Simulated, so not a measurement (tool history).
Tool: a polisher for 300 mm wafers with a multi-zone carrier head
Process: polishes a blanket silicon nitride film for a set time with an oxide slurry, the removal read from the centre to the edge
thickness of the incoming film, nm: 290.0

run	day	flow of slurry (ml/min)	pressure of the head's centre zone	pressure of the head's middle zone	pressure of the head's edge zone	abrasive content of the slurry	polishing time (s)	film removed at the wafer's centre (nm)	film removed at mid-radius (nm)	film removed at the wafer's edge (nm)
1	0.000	215	1.00	1.00	1.00	1.00	40	27.774	28.222	25.977
2	0.350	215	1.00	1.00	1.00	0.85	40	25.595	25.688	23.850
3	0.496	210	0.99	0.97	1.00	0.80	38	23.527	22.342	22.387
4	0.629	210	0.99	0.97	1.00	0.95	38	25.738	24.965	23.403
# day 0.958: edge zone pressure recalibrated
5	0.958	205	0.96	0.94	0.99	0.85	37	22.852	22.601	22.688
6	1.221	205	0.96	0.93	0.99	0.80	35	20.713	19.835	21.455
7	1.504	200	0.97	0.93	0.98	0.75	34	19.624	18.691	19.348
8	1.642	195	0.97	0.91	0.97	0.70	34	18.890	17.849	19.043
9	1.958	195	0.98	0.90	0.96	0.65	34	18.148	16.771	17.810

Forecast run 10:
10	2.308	190	0.98	0.88	0.95	0.60	34	?	?	?

film removed at the wafer's centre (nm): 17.319
film removed at mid-radius (nm): 15.642
film removed at the wafer's edge (nm): 16.903
